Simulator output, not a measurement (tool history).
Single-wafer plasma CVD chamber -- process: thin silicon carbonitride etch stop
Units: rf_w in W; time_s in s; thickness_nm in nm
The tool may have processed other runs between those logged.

run	hour	rf_w	time_s	thickness_nm
1	0.0	210	7.03	3.6890
2	3.9	215	7.32	3.8928
3	5.4	225	7.32	3.9190
4	13.5	225	8.13	4.3645
5	17.6	230	8.23	4.4755
6	24.4	235	8.29	4.4785
7	33.0	235	8.38	4.5387

Forecast run 8:
8	35.7	235	8.45	?

{"run 8": {"thickness_nm": 4.6131}}

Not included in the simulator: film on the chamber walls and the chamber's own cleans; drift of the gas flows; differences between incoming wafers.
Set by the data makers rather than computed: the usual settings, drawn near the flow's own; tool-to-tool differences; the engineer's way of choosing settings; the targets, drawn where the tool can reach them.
